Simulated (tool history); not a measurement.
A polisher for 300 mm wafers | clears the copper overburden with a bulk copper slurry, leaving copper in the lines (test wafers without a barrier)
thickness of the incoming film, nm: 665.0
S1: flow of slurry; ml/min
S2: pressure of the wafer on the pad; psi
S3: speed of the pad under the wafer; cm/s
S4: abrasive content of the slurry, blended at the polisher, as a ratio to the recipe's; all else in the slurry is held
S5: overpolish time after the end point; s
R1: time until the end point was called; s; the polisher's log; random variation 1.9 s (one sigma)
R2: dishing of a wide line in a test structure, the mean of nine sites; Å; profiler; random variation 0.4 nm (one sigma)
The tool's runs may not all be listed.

run  hour   S1   S2   S3  S4  S5      R1      R2
  1     0  185  2.2  100   1  11  79.454  535.58
  2   1.7  190    2  100   1  10  87.836  462.95
  3   8.3  190  1.9  100   1  10  91.431  449.53
  4  13.3  190  1.8  100   1  10  95.448  439.74
  5  21.8  190  1.8  100   1   9  95.435  397.56
  6  28.2  190  1.8  112   1   9   83.72  438.73
  7  33.8  190  1.7  112   1   9  92.114  422.91
  8  35.8  190  1.6  112   1   8  97.419  362.94
  9  38.4  190  1.6  112   1   8    93.2  361.48

The next listed run, before its measurement:
 10  42.2  190  1.6  112   1   8   ?   ?

{"run 10": {"R1": 95.098, "R2": 360.1}}

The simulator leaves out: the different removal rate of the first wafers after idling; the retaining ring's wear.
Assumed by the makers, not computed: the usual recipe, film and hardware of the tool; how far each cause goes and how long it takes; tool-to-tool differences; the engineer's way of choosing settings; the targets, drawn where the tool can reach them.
